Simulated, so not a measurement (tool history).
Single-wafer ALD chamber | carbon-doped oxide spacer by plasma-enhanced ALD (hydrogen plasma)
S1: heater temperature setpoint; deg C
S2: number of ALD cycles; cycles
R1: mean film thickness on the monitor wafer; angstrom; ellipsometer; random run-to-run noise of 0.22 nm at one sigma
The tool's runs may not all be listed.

run 1 hour=0 | S1=375 S2=679 | R1=365.38
run 2 hour=9.7 | S1=375 S2=619 | R1=335.46
run 3 hour=14.7 | S1=380 S2=619 | R1=337.13
run 4 hour=17.4 | S1=374 S2=619 | R1=335.09
run 5 hour=26.6 | S1=374 S2=667 | R1=361.91
run 6 hour=32.9 | S1=374 S2=701 | R1=379.06
run 7 hour=41.8 | S1=374 S2=730 | R1=397.36
run 8 hour=48.1 | S1=374 S2=752 | R1=404.65

Run 9 comes next. What will it give?
run 9 hour=51.2 | S1=374 S2=773 | R1=?

Run 9 gave R1 418.18 angstrom.
